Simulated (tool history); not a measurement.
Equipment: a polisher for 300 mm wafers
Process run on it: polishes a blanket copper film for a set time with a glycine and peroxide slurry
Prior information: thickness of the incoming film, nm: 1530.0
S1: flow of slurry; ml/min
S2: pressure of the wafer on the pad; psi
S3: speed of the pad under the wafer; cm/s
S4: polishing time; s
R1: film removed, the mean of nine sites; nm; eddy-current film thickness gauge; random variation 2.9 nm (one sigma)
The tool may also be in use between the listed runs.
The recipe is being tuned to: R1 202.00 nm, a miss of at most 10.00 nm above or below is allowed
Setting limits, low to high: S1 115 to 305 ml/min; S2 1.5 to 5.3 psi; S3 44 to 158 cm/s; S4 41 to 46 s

run    day   S1   S2   S3  S4      R1
  1  0.000  195  3.4  100  46  307.92
  2  0.058  195  3.4   92  46  295.40
  3  0.408  195  3.4  104  46  315.67
  4  0.683  195  2.9  104  46  277.87
  5  0.738  195  2.9  104  46  277.44
  6  0.792  195  2.4  104  46  243.39
  7  1.058  195  2.4  104  46  236.59
  8  1.308  195  2.2  104  46  219.31
  9  1.533  195  2.1  104  46  215.68

5 next moves are on the table. One of them brings every result within its allowed miss. Which?
  A  1.758  170  2.3   90  41   ?
  B  1.758  185  2.1   98  45   ?
  C  1.758  205  1.6  122  43   ?
  D  1.758  195  2.0   96  41   ?
  E  1.758  230  2.3   72  42   ?

move      R1
   A  184.45
   B  199.15
   C  176.56
   D  173.49
   E  172.18
A: pushes the last run's worst result past its target
B: every result lands within tolerance
C: pushes the last run's worst result past its target
D: pushes the last run's worst result past its target
E: pushes the last run's worst result past its target
B is the move that brings every result within its allowed miss.

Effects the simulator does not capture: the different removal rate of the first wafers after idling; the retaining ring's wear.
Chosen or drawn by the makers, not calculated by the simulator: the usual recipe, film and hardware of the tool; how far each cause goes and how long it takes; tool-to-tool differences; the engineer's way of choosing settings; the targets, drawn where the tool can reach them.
